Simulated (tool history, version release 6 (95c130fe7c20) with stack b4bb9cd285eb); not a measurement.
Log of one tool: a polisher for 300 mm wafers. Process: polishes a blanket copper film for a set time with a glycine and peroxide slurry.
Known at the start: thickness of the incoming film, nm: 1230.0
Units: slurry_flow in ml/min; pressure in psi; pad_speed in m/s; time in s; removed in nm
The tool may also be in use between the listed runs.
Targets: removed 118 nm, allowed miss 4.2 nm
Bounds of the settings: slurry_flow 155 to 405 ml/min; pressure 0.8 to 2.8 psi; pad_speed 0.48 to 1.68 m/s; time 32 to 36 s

run 1 hour=0 | slurry_flow=260 pressure=1.8 pad_speed=1.08 time=36 | removed=169.01
run 2 hour=8.2 | slurry_flow=260 pressure=2.2 pad_speed=1.08 time=36 | removed=197.08
run 3 hour=10.5 | slurry_flow=260 pressure=2.1 pad_speed=1.08 time=36 | removed=192.86
run 4 hour=16.6 | slurry_flow=260 pressure=2.3 pad_speed=1.08 time=36 | removed=204.46
run 5 hour=22.8 | slurry_flow=260 pressure=2.3 pad_speed=1.08 time=36 | removed=200.12
run 6 hour=24 | slurry_flow=260 pressure=2.2 pad_speed=1.06 time=36 | removed=197.99
run 7 hour=26 | slurry_flow=260 pressure=2.2 pad_speed=1.06 time=36 | removed=196.63
run 8 hour=29.1 | slurry_flow=260 pressure=2.1 pad_speed=1.06 time=36 | removed=186
run 9 hour=33.8 | slurry_flow=260 pressure=2 pad_speed=1.06 time=36 | removed=178.56
run 10 hour=38.7 | slurry_flow=260 pressure=1.9 pad_speed=1.06 time=36 | removed=172.5
run 11 hour=44.1 | slurry_flow=260 pressure=1.8 pad_speed=1.06 time=36 | removed=166.56
run 12 hour=49 | slurry_flow=260 pressure=1.7 pad_speed=1.06 time=36 | removed=161.36
run 13 hour=54.2 | slurry_flow=260 pressure=1.6 pad_speed=1.06 time=36 | removed=151.96
run 14 hour=55.4 | slurry_flow=260 pressure=1.5 pad_speed=1.06 time=36 | removed=146.88
run 15 hour=56.2 | slurry_flow=260 pressure=1 pad_speed=1.02 time=36 | removed=112.38

Which of these 4 next moves meets every target?
run A hour=57 | slurry_flow=330 pressure=1 pad_speed=1.14 time=35 | removed=?
run B hour=57 | slurry_flow=245 pressure=1.1 pad_speed=1 time=34 | removed=?
run C hour=57 | slurry_flow=270 pressure=1.1 pad_speed=1.06 time=33 | removed=?
run D hour=57 | slurry_flow=260 pressure=1.1 pad_speed=1.14 time=36 | removed=?

move=A removed=116.69
move=B removed=106.99
move=C removed=109.13
move=D removed=124.53
A: meets every target
B: further off than the last run
C: further off than the last run
D: takes the result that was furthest off past its target
The right move is A.
